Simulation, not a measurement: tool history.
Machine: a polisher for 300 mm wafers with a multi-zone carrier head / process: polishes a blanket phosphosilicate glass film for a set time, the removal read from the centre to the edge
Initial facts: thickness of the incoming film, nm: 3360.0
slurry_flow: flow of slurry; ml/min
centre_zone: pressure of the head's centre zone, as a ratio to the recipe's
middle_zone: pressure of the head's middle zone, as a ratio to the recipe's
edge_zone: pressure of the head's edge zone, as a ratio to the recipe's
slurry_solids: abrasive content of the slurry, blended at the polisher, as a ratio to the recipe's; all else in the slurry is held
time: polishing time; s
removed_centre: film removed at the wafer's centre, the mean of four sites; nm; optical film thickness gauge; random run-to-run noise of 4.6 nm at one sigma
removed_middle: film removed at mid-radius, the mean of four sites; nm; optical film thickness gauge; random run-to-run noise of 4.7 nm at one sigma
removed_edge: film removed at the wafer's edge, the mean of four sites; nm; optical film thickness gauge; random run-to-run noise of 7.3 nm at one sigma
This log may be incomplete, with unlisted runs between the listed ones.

run,hour,slurry_flow,centre_zone,middle_zone,edge_zone,slurry_solids,time,removed_centre,removed_middle,removed_edge
1,0.0,255,1.00,1.00,1.00,1.00,51,427.31,432.43,428.13
2,6.2,270,1.05,1.04,1.03,1.10,51,464.08,473.03,450.16
3,9.5,280,1.09,1.04,1.04,1.20,51,496.45,492.61,476.46
4,11.5,290,1.12,1.05,1.02,1.25,51,518.96,498.43,478.55
5,12.1,250,1.12,1.05,1.02,1.25,51,509.84,488.33,464.95
6,21.0,250,1.12,1.05,1.02,1.05,51,475.63,465.45,432.56
7,29.1,265,1.14,1.06,1.02,1.15,51,505.43,481.82,455.09
8,33.1,280,1.16,1.07,1.01,1.25,51,533.47,513.67,465.41

Run 9 has not been measured yet. What should we expect?
9,38.0,295,1.17,1.07,1.01,1.30,51,?,?,?

removed_centre: 557.37 nm
removed_middle: 514.75 nm
removed_edge: 482.72 nm
